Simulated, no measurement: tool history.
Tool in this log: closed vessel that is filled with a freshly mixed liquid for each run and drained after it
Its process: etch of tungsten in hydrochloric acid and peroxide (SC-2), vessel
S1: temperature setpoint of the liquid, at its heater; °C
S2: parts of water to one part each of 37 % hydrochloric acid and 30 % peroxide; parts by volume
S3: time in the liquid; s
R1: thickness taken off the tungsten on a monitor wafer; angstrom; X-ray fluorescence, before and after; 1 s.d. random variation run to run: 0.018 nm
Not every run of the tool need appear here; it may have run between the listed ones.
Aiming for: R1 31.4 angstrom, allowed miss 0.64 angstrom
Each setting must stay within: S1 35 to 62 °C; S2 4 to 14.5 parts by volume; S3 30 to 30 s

run	day	S1	S2	S3	R1
1	0	46	8	30	81.927
2	0.371	43.5	8.5	30	65.642
3	0.592	41.5	9	30	54.413
4	0.917	41.5	9	30	54.506
5	1.179	41.5	11.5	30	44.729
6	1.296	40.5	11.5	30	41.877
7	1.604	39.5	11.5	30	38.507
8	1.825	39	11.5	30	37.485
9	2.008	38.5	11.5	30	36.203
10	2.067	38	11.5	30	35.182
11	2.229	37.5	11.5	30	34.143
12	2.571	37	11.5	30	32.394

Which one of the following 5 next-run settings gets every result inside its allowed miss? There is exactly one.
A	2.912	35.5	10.5	30	?
B	2.912	35.5	11	30	?
C	2.912	37	11	30	?
D	2.912	36.5	11	30	?
E	2.912	39.5	14	30	?

move	R1
A	31.421
B	30.234
C	33.719
D	32.518
E	32.894
A: all results in spec
B: pushes the last run's worst result past its target
C: moves away from the targets compared with the last run
D: moves away from the targets compared with the last run
E: moves away from the targets compared with the last run
Answer: A
